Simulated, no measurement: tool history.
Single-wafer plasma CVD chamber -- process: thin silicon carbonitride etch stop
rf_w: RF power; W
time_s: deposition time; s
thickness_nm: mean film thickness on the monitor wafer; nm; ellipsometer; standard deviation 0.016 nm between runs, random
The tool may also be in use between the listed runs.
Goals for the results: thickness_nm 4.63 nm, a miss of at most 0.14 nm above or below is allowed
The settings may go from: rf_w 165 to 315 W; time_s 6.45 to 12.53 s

| run | hour | rf_w | time_s | thickness_nm |
|---|---|---|---|---|
| 1 | 0 | 240 | 9.49 | 5.9495 |
| 2 | 4.8 | 240 | 10.23 | 6.4198 |
| 3 | 7.9 | 230 | 9.48 | 5.8467 |
| 4 | 8.5 | 220 | 9.48 | 5.731 |
| 5 | 9.7 | 200 | 9.48 | 5.5454 |
| 6 | 12.1 | 235 | 9.48 | 5.895 |
| 7 | 17.3 | 225 | 9.03 | 5.4918 |
| 8 | 24.7 | 215 | 8.75 | 5.2402 |
| 9 | 25.5 | 205 | 8.56 | 5.0454 |

Which one of the following 4 next-run settings gets every result inside its allowed miss? There is exactly one.
| A | 26.3 | 205 | 7.81 | ? |
| B | 26.3 | 180 | 7.89 | ? |
| C | 26.3 | 195 | 9.14 | ? |
| D | 26.3 | 210 | 8.47 | ? |

| move | thickness_nm |
|---|---|
| A | 4.5952 |
| B | 4.3849 |
| C | 5.2631 |
| D | 5.0346 |
A: every result lands within tolerance
B: takes the result that was furthest off past its target
C: further off than the last run
D: as far off as the last run
The right move is A.
